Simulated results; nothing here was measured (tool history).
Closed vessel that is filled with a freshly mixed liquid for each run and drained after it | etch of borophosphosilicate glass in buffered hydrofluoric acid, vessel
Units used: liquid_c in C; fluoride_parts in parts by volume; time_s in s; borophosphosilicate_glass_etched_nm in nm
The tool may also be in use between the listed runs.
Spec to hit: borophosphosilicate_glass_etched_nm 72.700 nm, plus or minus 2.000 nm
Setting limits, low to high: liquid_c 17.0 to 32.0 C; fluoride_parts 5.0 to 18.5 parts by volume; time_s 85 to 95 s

run,hour,liquid_c,fluoride_parts,time_s,borophosphosilicate_glass_etched_nm
1,0.0,25.0,11.5,85,97.410
2,1.3,25.0,11.5,85,98.517
3,10.0,23.5,11.5,85,90.454
4,16.2,23.5,11.5,95,101.290
5,18.4,26.5,11.5,95,119.840
6,21.1,24.0,11.5,95,102.320
7,27.4,20.0,11.5,95,82.803
8,28.3,19.5,11.5,95,80.450
9,30.1,19.0,11.5,95,78.059
10,37.6,19.0,11.5,95,78.026
11,42.3,18.5,11.5,95,76.165

Pick the move, out of 5, that brings all results within their allowed miss; only one does.
A,47.0,18.5,10.5,95,?
B,47.0,17.5,9.5,90,?
C,47.0,19.5,11.5,85,?
D,47.0,23.5,15.0,95,?
E,47.0,17.5,8.5,85,?

move,borophosphosilicate_glass_etched_nm
A,83.367
B,80.969
C,72.108
D,77.236
E,84.296
A: lands further from the targets than the last run did
B: lands further from the targets than the last run did
C: meets every target
D: lands further from the targets than the last run did
E: lands further from the targets than the last run did
The move that meets every target is C.
